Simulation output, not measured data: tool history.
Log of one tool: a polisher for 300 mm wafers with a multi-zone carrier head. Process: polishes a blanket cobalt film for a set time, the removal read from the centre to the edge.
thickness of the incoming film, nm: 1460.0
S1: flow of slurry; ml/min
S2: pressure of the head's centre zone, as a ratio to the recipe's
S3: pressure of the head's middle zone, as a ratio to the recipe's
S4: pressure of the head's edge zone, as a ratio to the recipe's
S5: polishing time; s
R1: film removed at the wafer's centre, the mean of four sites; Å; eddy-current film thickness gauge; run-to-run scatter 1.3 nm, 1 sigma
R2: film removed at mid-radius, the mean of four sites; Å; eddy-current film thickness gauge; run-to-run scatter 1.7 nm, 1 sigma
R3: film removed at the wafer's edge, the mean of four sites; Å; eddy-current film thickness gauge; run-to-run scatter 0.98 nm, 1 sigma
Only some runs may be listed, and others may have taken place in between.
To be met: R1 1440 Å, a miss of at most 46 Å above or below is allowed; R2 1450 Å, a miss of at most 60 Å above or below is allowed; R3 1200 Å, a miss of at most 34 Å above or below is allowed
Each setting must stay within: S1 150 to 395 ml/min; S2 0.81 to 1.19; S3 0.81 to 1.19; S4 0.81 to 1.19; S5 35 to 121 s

run	hour	S1	S2	S3	S4	S5	R1	R2	R3
1	0	250	1	1	1	78	1973.2	1939.1	1931.6
2	4	250	1	1	1	64	1590.3	1631.5	1576.9
3	10	250	1.02	1.01	0.95	61	1549.2	1548.4	1450.3
4	16.2	245	1.03	1.03	0.91	60	1564.8	1538.3	1420.7
5	23.8	245	1.03	1.03	0.83	60	1544.9	1549.1	1355.4
6	27.8	245	1.04	1.05	0.82	58	1527.2	1512.2	1303.6
7	30.1	240	1.04	1.06	0.82	57	1465.8	1493.8	1274.2
8	34.2	235	1.05	1.07	0.82	56	1450.1	1502.5	1260.3
9	36.1	235	1.06	1.07	0.82	55	1464.9	1448	1235.6

Which one of the following 5 next-run settings gets every result inside its allowed miss? There is exactly one.
A	38	240	1.08	1.11	0.81	54	?	?	?
B	38	220	1.08	1.09	0.82	49	?	?	?
C	38	195	1.09	1.19	0.81	51	?	?	?
D	38	215	1.08	1.07	0.82	50	?	?	?
E	38	395	1.16	1.1	0.81	52	?	?	?

move	R1	R2	R3
A	1451.3	1474.3	1201.4
B	1305.4	1309	1089.7
C	1355.1	1441.8	1117.5
D	1328.8	1314.2	1110.5
E	1566.9	1464.7	1191.7
A: every result lands within tolerance
B: moves the result that the last run missed by most past its target, out the other side
C: moves the result that the last run missed by most past its target, out the other side
D: moves the result that the last run missed by most past its target, out the other side
E: brings the result that was furthest off to its target, and leaves another outside
Answer: A
